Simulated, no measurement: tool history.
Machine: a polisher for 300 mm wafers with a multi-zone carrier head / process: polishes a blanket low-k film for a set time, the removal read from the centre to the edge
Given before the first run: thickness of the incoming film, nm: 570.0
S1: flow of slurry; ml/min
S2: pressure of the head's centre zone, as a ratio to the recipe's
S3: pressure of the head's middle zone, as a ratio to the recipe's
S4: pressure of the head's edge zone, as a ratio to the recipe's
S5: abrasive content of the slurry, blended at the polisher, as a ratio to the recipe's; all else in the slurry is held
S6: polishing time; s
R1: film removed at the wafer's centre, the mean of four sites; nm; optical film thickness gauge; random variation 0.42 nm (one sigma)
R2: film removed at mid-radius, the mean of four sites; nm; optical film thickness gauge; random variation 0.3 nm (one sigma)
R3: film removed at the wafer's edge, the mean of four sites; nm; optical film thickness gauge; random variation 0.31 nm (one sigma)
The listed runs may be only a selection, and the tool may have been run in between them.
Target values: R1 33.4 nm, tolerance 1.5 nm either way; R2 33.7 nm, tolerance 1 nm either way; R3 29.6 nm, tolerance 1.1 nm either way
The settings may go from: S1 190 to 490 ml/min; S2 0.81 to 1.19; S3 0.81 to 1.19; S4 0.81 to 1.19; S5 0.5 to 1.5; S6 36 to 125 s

run  hour   S1    S2    S3    S4   S5  S6      R1      R2      R3
  1     0  315     1     1     1    1  80  22.936  23.631  24.173
  2   4.6  325  1.04  1.04     1  1.1  80  24.821  25.114  24.782
  3   9.5  325  1.04  1.04     1  1.2  80  26.139  26.402  25.746
  4  14.2  325  1.04  1.04  0.95  1.2  80  26.194  26.168  25.675
  5  17.1  325  1.04  1.04  0.95  1.1  80   25.55  25.358  24.555
  6  21.6  325  1.04  1.04  0.95  1.1  97  30.389  30.829  29.473
  7    24  330  1.05  1.06  0.95  1.1  97  30.569  31.078  29.638
  8  28.4  335  1.07  1.08  0.94  1.1  97   31.89   32.07  29.671

Of the 4 settings listed for the next run, only one would bring every result within its allowed miss of target. Which one?
  A  32.8  380  1.01  1.16  0.97     1   99   ?   ?   ?
  B  32.8  380  1.14  1.19  0.86  0.95  100   ?   ?   ?
  C  32.8  335  1.14  1.17  0.96  1.25   93   ?   ?   ?
  D  32.8  360  1.05  1.16  0.96  1.15   95   ?   ?   ?

move      R1      R2      R3
   A   29.73  33.528    29.2
   B  33.272   33.86  27.387
   C  33.822  34.003  29.366
   D  31.091  33.726  29.268
A: meets the target for the result that was furthest off, but another lies outside its allowed miss
B: meets the target for the result that was furthest off, but another lies outside its allowed miss
C: each result inside its tolerance
D: meets the target for the result that was furthest off, but another lies outside its allowed miss
So the answer is move C, the one that meets all the targets.
